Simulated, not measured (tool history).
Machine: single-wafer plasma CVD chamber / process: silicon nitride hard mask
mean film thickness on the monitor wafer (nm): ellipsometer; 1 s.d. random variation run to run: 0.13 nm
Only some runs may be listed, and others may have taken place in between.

run,day,heater temperature setpoint (°C),chamber pressure (mTorr),RF power (kW),deposition time (s),mean film thickness on the monitor wafer (nm)
1,0.000,400,1830,0.275,44.1,46.440
2,0.196,400,1630,0.265,44.1,43.468
3,0.308,411,1630,0.265,44.1,43.384
4,0.608,411,1630,0.265,44.1,43.621
5,0.675,411,1490,0.260,44.1,41.664
6,0.788,401,1490,0.260,44.1,42.057
7,1.104,401,1380,0.255,44.1,40.632
8,1.412,401,1300,0.255,44.1,40.072

What will run 9 give?
9,1.725,401,1300,0.255,44.1,?

{"run 9": {"mean film thickness on the monitor wafer (nm)": 39.732}}

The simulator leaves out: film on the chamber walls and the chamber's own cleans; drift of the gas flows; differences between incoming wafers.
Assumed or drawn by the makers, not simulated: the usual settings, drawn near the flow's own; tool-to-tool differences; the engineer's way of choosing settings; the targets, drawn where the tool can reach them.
